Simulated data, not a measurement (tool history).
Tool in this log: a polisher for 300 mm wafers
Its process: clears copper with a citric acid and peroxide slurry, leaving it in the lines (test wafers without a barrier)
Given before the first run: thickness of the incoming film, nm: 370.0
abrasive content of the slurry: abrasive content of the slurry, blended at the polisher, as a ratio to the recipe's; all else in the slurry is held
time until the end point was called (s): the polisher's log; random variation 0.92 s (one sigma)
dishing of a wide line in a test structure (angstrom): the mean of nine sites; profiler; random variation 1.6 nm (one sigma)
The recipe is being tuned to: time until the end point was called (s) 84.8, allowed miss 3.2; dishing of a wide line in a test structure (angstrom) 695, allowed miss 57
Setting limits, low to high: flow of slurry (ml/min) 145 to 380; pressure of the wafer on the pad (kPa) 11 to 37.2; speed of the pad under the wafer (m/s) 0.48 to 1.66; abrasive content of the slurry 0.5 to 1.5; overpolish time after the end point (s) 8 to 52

| run | hour | flow of slurry (ml/min) | pressure of the wafer on the pad (kPa) | speed of the pad under the wafer (m/s) | abrasive content of the slurry | overpolish time after the end point (s) | time until the end point was called (s) | dishing of a wide line in a test structure (angstrom) |
|---|---|---|---|---|---|---|---|---|
| 1 | 0 | 245 | 24.1 | 1.06 | 1 | 26 | 144.9 | 463.64 |
| 2 | 3.2 | 245 | 19.3 | 1.06 | 1 | 26 | 178.97 | 367.61 |
| 3 | 10.1 | 245 | 19.3 | 1.06 | 1.1 | 26 | 174.95 | 375.37 |
| 4 | 15.2 | 245 | 22.1 | 1.06 | 1.1 | 25 | 155.25 | 382.92 |
| 5 | 16.4 | 245 | 24.1 | 1.06 | 1.1 | 25 | 137.38 | 423.8 |
| 6 | 20.4 | 245 | 25.5 | 1.06 | 1.1 | 25 | 134.36 | 447.96 |
| 7 | 28.1 | 245 | 26.9 | 1.06 | 1.1 | 25 | 129.66 | 475.14 |
| 8 | 32.3 | 245 | 28.3 | 1.06 | 1.1 | 25 | 119.58 | 513.53 |
| 9 | 36.1 | 245 | 29.6 | 1.06 | 1.1 | 25 | 115.42 | 513.57 |
| 10 | 42.5 | 245 | 31 | 1.06 | 1.1 | 25 | 109.09 | 542.47 |
| 11 | 47.9 | 245 | 31.7 | 1.06 | 1.1 | 25 | 108.47 | 546.13 |
| 12 | 48.8 | 245 | 32.4 | 1.06 | 1.1 | 25 | 105.84 | 563.61 |
| 13 | 53.9 | 245 | 33.1 | 1.06 | 1.1 | 25 | 104.39 | 568.6 |
| 14 | 56.6 | 245 | 33.8 | 1.08 | 1.1 | 25 | 98.691 | 609.43 |
| 15 | 61 | 245 | 34.5 | 1.08 | 1.1 | 25 | 97.835 | 598.76 |

Which single option among these 4 for the next run brings every result within its allowed miss of target? Just one does.
| A | 65.4 | 230 | 36.5 | 1.1 | 1.15 | 23 | ? | ? |
| B | 65.4 | 150 | 34.5 | 1.38 | 0.95 | 30 | ? | ? |
| C | 65.4 | 260 | 34.5 | 1.22 | 1.2 | 26 | ? | ? |
| D | 65.4 | 260 | 35.2 | 1.2 | 1.15 | 34 | ? | ? |

| move | time until the end point was called (s) | dishing of a wide line in a test structure (angstrom) |
|---|---|---|
| A | 90.28 | 609.95 |
| B | 84.088 | 801.33 |
| C | 85.484 | 704.92 |
| D | 85.962 | 869.94 |
A: moves toward the targets from the last run without getting all of them in spec
B: corrects the largest miss of the last run, while another result sits out of spec
C: all results in spec
D: corrects the largest miss of the last run, while another result sits out of spec
C meets every target.

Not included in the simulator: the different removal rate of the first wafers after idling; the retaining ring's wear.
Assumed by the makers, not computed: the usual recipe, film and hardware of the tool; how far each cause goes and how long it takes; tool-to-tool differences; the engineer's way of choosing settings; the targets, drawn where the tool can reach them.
